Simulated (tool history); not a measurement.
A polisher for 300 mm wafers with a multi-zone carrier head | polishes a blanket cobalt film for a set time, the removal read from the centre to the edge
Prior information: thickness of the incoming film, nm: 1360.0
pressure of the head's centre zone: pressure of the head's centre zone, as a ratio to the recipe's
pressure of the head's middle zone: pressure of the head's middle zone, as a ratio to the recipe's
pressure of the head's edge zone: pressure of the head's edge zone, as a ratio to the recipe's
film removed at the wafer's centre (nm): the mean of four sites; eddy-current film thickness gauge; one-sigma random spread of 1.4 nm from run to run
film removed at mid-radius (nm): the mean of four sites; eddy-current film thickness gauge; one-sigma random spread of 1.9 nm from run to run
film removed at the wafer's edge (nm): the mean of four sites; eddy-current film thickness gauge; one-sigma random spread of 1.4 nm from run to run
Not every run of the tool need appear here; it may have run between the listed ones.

run,hour,flow of slurry (ml/min),pressure of the head's centre zone,pressure of the head's middle zone,pressure of the head's edge zone,polishing time (s),film removed at the wafer's centre (nm),film removed at mid-radius (nm),film removed at the wafer's edge (nm)
1,0.0,230,1.00,1.00,1.00,55,246.01,250.60,246.82
2,5.8,230,1.00,1.00,0.95,55,244.46,251.72,241.00
3,10.8,205,1.00,1.00,0.95,55,239.30,247.15,237.31
4,17.9,205,1.00,1.00,0.95,49,215.21,220.40,210.24
5,24.0,205,1.07,1.00,0.95,49,228.27,217.68,215.51
6,26.0,170,1.07,1.00,0.95,49,220.87,212.63,210.82
7,33.4,180,1.03,1.02,0.92,46,201.35,204.36,194.85
8,39.6,190,1.01,1.04,0.89,43,183.78,198.60,178.49
9,46.7,190,1.00,1.05,0.87,42,181.98,195.93,171.96

Expected results for the next run?
10,55.4,185,0.98,1.05,0.86,41,?,?,?

film removed at the wafer's centre (nm): 174.69
film removed at mid-radius (nm): 190.41
film removed at the wafer's edge (nm): 165.62
